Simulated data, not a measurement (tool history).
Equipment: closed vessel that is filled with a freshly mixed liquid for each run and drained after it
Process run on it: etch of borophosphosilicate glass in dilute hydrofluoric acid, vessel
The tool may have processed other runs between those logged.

run	day	temperature setpoint of the liquid (C)	parts of water to one part of 49 % hydrofluoric acid (parts by volume)	time in the liquid (s)	thickness taken off the borophosphosilicate glass on a monitor wafer (Å)
1	0.000	25.0	280	410	773.38
2	0.246	25.0	180	410	1338.90
3	0.588	25.0	235	410	961.15
4	0.746	25.0	165	410	1504.20
5	0.879	22.5	180	410	1210.50
6	1.067	21.0	185	410	1113.70
7	1.325	21.0	185	410	1109.00
8	1.492	20.0	185	410	1086.60
9	1.708	20.0	185	410	1067.60

Run 10 comes next. What will it give?
10	1.758	19.0	185	410	?

{"run 10": {"thickness taken off the borophosphosilicate glass on a monitor wafer (Å)": 1037.0}}

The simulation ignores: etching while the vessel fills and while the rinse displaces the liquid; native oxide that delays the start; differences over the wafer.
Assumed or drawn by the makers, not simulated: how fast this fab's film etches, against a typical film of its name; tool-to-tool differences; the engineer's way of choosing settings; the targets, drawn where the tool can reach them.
